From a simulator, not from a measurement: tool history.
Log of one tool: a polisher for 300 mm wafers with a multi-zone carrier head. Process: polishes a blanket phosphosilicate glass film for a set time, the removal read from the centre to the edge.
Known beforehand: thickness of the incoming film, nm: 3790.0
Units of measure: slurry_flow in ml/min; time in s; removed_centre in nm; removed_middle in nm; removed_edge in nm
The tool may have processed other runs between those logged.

run  hour  slurry_flow  centre_zone  middle_zone  edge_zone  slurry_solids  time  removed_centre  removed_middle  removed_edge
  1   0.0          265         1.00         1.00       1.00           1.00    81          878.28          870.74        862.35
  2   0.8          265         1.00         1.00       0.94           1.00    81          878.82          860.80        836.60
  3   7.4          270         1.04         0.98       0.98           1.05    81          922.22          859.29        863.42
  4   9.0          270         1.04         0.98       0.98           1.05   101         1152.70         1081.00       1094.70
  5  10.2          270         1.04         0.98       1.04           1.05   101         1154.40         1062.80       1110.50
  6  11.6          270         1.04         0.98       1.04           1.20   101         1188.90         1117.60       1174.80

Predict the results of run 7:
  7  19.1          270         1.05         0.95       1.03           1.10   100               ?               ?             ?

{"run 7": {"removed_centre": 1180.2, "removed_middle": 1038.7, "removed_edge": 1120.2}}

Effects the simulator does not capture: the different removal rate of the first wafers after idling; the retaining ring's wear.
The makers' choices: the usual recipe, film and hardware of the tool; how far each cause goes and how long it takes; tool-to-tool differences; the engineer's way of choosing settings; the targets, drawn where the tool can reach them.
